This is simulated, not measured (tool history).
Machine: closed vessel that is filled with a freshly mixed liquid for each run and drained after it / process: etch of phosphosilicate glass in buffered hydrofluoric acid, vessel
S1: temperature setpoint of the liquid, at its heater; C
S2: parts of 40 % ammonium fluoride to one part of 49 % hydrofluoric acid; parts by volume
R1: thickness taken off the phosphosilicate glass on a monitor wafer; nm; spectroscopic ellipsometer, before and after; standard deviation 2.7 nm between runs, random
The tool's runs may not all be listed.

{"run": 1, "hour": 0.0, "S1": 21, "S2": 15, "time in the liquid (s)": 95, "R1": 355.6}
{"run": 2, "hour": 6.2, "S1": 21, "S2": 15, "time in the liquid (s)": 95, "R1": 360.97}
{"run": 3, "hour": 11.9, "S1": 21, "S2": 15, "time in the liquid (s)": 100, "R1": 375.01}
{"run": 4, "hour": 12.5, "S1": 21, "S2": 15, "time in the liquid (s)": 100, "R1": 376.44}
{"run": 5, "hour": 13.5, "S1": 20.5, "S2": 15, "time in the liquid (s)": 100, "R1": 363.39}
{"run": 6, "hour": 21.3, "S1": 20, "S2": 15, "time in the liquid (s)": 100, "R1": 358.94}
{"hour": 30.0, "done": "thermometer replaced"}
{"run": 7, "hour": 30.0, "S1": 19.5, "S2": 15, "time in the liquid (s)": 100, "R1": 372.61}

Estimate the outcome of run 8 from the log above:
{"run": 8, "hour": 31.6, "S1": 19, "S2": 15, "time in the liquid (s)": 100, "R1": "?"}

Run 8 produced R1 364.01 nm.
